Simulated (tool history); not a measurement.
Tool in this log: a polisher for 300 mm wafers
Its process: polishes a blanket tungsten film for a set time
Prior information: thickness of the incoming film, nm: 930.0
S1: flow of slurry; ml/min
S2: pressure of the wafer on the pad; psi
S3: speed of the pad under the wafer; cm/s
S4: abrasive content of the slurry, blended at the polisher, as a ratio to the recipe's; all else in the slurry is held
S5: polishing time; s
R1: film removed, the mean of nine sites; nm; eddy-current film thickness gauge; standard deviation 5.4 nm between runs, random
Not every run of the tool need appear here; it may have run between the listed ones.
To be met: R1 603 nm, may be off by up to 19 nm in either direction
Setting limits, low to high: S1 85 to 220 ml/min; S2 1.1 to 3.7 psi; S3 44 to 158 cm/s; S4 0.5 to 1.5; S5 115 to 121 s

run,day,S1,S2,S3,S4,S5,R1
1,0,140,2.4,100,1,115,378.53
2,0.083,150,2.7,100,1,115,422
3,0.262,150,2.7,84,1,115,362.87
4,0.333,155,3,88,1,115,416.74
5,0.646,190,3,88,1,115,432.78
6,0.812,190,3,110,1,115,535.08
7,1.029,190,3.1,110,1,115,559.87
8,1.15,190,3.2,110,1,115,575.15

Which one of the following 4 next-run settings gets every result inside its allowed miss? There is exactly one.
A,1.271,190,3.2,108,0.95,117,?
B,1.271,200,3.1,108,0.95,120,?
C,1.271,165,2.8,130,1.15,121,?
D,1.271,210,3.7,94,1.05,120,?

move,R1
A,562.29
B,562.99
C,636.09
D,602.32
A: lands further from the targets than the last run did
B: lands further from the targets than the last run did
C: pushes the last run's worst result past its target
D: every result within its allowed miss
Move D is the one to make.
